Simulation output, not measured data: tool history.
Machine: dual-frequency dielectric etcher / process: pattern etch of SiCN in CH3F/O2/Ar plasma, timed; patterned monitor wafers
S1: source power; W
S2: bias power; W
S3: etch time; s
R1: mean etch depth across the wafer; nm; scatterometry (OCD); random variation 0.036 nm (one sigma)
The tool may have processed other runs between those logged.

run  hour   S1  S2  S3      R1
  1     0  280  75  30  9.3149
  2   7.3  300  76  30  9.5669
  3  14.3  320  77  30  9.8314
  4    17  320  71  30  9.5544
  5    21  320  62  30  9.1332
  6  25.3  320  49  30   8.486
  7  31.8  380  64  30  9.7132
  8  33.8  390  79  30  10.533

Run 9 is up next; what results do you expect?
  9    37  390  80  30   ?

R1: 10.519 nm

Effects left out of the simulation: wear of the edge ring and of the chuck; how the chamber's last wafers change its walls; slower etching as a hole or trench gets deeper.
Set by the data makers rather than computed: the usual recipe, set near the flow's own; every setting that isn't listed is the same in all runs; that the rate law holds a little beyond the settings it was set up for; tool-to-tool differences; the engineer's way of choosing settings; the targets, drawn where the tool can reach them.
